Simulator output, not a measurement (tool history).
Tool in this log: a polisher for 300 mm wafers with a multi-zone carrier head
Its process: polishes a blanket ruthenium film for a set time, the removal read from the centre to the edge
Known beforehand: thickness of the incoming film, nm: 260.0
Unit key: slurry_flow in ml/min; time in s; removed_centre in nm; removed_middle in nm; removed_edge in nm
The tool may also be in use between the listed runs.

run,hour,slurry_flow,centre_zone,middle_zone,edge_zone,time,removed_centre,removed_middle,removed_edge
1,0,265,1,1,1,67,47.358,47.209,47.9
2,3.9,265,1.08,1,1,67,51.009,46.676,49.196
3,9.5,265,1.15,1,1,67,53.382,46.92,49.699
4,11.9,265,1.15,1,1,56,44.165,38.885,40.629
5,17.3,265,1.08,1,1,56,43.327,39.39,41.715
6,18.5,290,1.08,1,1,56,42.751,39.664,40.962
7,20.9,300,1.02,1.01,0.98,54,39.155,38.778,39.837

For run 8, what comes out?
8,28.4,300,1,1.03,0.94,53,?,?,?

removed_centre: 38.545 nm
removed_middle: 38.286 nm
removed_edge: 37.729 nm
